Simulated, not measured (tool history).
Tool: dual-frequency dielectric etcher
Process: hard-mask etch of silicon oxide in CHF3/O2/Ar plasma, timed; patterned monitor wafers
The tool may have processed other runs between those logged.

run	day	source power (W)	bias power (W)	etch time (s)	mean etch depth across the wafer (Å)
1	0	780	206	34	817.72
2	0.046	800	207	34	829.64
3	0.188	810	207	34	828.38
4	0.296	830	208	34	840.78
5	0.667	840	208	34	841.81
6	0.946	850	208	34	854.82
7	1.212	860	208	34	854.34

Predict the results of run 8:
8	1.404	870	208	34	?

{"run 8": {"mean etch depth across the wafer (Å)": 865.44}}

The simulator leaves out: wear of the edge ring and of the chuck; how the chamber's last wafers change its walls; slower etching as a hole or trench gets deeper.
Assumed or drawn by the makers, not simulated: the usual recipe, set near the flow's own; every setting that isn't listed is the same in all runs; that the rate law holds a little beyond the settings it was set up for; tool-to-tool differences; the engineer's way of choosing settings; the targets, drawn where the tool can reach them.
